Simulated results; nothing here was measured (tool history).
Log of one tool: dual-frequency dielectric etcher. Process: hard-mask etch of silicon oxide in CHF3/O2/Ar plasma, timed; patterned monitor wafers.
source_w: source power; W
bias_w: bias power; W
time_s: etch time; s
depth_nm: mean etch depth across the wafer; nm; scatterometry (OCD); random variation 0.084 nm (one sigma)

run  hour  source_w  bias_w  time_s  depth_nm
  1   0.0       510     226    18.0    40.112
  2   6.5       460     223    18.0    39.014
  3   7.1       420     223    18.0    37.910
  4  10.8       390     221    18.0    37.101
  5  15.5       370     220    18.0    36.686
  6  19.1       370     220    16.5    33.578
  7  20.1       390     221    16.5    34.057

Forecast run 8:
  8  22.5       390     221    16.5         ?

Run 8 gave depth_nm 34.151 nm.
